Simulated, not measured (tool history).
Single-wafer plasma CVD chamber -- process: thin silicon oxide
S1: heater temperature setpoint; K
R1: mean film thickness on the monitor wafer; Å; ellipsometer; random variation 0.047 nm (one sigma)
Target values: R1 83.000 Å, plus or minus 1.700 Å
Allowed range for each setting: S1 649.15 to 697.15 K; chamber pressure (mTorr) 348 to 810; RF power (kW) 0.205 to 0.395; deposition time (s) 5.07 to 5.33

Run 1, hour 0.0: S1 673.15 K, chamber pressure (mTorr) 579, RF power (kW) 0.300, deposition time (s) 5.33. Result: R1 65.376 Å.
Run 2, hour 3.2: S1 673.15 K, chamber pressure (mTorr) 594, RF power (kW) 0.300, deposition time (s) 5.33. Result: R1 67.555 Å.
Run 3, hour 7.3: S1 673.15 K, chamber pressure (mTorr) 594, RF power (kW) 0.300, deposition time (s) 5.33. Result: R1 67.627 Å.
Run 4, hour 12.7: S1 673.15 K, chamber pressure (mTorr) 606, RF power (kW) 0.300, deposition time (s) 5.33. Result: R1 68.101 Å.
Run 5, hour 19.3: S1 673.15 K, chamber pressure (mTorr) 621, RF power (kW) 0.300, deposition time (s) 5.33. Result: R1 70.476 Å.
Run 6, hour 25.7: S1 673.15 K, chamber pressure (mTorr) 621, RF power (kW) 0.335, deposition time (s) 5.33. Result: R1 73.330 Å.
Run 7, hour 29.2: S1 673.15 K, chamber pressure (mTorr) 621, RF power (kW) 0.335, deposition time (s) 5.33. Result: R1 73.175 Å.
Run 8, hour 35.9: S1 673.15 K, chamber pressure (mTorr) 629, RF power (kW) 0.335, deposition time (s) 5.33. Result: R1 74.145 Å.

Below are 5 possible settings for the next run. Only one of them brings all results inside the allowed miss of their targets. Which is it?
Run A, hour 42.6: S1 671.15 K, chamber pressure (mTorr) 600, RF power (kW) 0.340, deposition time (s) 5.10. Result: R1 ?.
Run B, hour 42.6: S1 681.15 K, chamber pressure (mTorr) 617, RF power (kW) 0.355, deposition time (s) 5.07. Result: R1 ?.
Run C, hour 42.6: S1 686.15 K, chamber pressure (mTorr) 732, RF power (kW) 0.310, deposition time (s) 5.33. Result: R1 ?.
Run D, hour 42.6: S1 677.15 K, chamber pressure (mTorr) 613, RF power (kW) 0.345, deposition time (s) 5.29. Result: R1 ?.
Run E, hour 42.6: S1 663.15 K, chamber pressure (mTorr) 734, RF power (kW) 0.330, deposition time (s) 5.33. Result: R1 ?.

move      R1
   A  68.303
   B  70.446
   C  82.508
   D  72.432
   E  86.044
A: misses by more than the last run did
B: misses by more than the last run did
C: each result inside its tolerance
D: misses by more than the last run did
E: pushes the last run's worst result past its target
Go with C: it meets all targets.
